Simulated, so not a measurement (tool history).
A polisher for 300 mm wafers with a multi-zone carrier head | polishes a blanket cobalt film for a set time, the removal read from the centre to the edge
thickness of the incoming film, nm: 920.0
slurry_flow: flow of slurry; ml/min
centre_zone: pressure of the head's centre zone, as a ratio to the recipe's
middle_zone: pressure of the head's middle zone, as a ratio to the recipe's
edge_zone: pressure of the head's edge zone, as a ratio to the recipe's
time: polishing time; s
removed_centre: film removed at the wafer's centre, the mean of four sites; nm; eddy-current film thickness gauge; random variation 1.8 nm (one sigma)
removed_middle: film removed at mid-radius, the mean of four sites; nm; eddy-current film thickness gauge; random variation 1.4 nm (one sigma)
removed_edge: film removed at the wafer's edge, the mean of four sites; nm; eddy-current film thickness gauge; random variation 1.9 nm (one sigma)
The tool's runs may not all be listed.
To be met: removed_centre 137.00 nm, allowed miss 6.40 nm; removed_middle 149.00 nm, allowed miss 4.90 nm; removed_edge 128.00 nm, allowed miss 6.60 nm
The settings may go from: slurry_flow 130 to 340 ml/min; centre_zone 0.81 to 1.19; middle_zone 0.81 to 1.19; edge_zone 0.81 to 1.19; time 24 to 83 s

run  hour  slurry_flow  centre_zone  middle_zone  edge_zone  time  removed_centre  removed_middle  removed_edge
  1   0.0          220         1.00         1.00       1.00    53          256.49          263.75        262.91
  2   1.7          210         1.00         1.00       0.98    49          238.21          237.09        240.76
  3   3.1          200         0.99         1.02       0.96    46          218.88          225.40        227.55
  4  11.8          190         0.99         1.04       0.94    43          205.80          215.16        202.43
  5  20.5          190         0.99         1.08       0.94    43          209.20          222.44        204.86
  6  21.2          185         0.99         1.08       0.93    41          194.21          213.75        197.70
  7  24.1          185         0.99         1.08       0.93    41          196.72          211.06        197.50
  8  29.5          185         0.99         1.08       0.93    41          197.12          211.78        198.46
  9  38.5          180         0.99         1.09       0.92    39          184.22          204.06        182.49

Which of these 4 next moves meets every target?
  A  47.5          200         0.96         1.11       0.92    25               ?               ?             ?
  B  47.5          135         1.19         1.08       0.83    26               ?               ?             ?
  C  47.5          130         0.90         0.81       1.13    55               ?               ?             ?
  D  47.5          170         1.02         1.11       0.85    28               ?               ?             ?

move  removed_centre  removed_middle  removed_edge
   A          116.83          135.34        120.30
   B          144.32          132.08        116.10
   C          228.96          219.13        284.66
   D          136.66          149.19        128.47
A: takes the result that was furthest off past its target
B: takes the result that was furthest off past its target
C: further off than the last run
D: meets every target
Answer: D

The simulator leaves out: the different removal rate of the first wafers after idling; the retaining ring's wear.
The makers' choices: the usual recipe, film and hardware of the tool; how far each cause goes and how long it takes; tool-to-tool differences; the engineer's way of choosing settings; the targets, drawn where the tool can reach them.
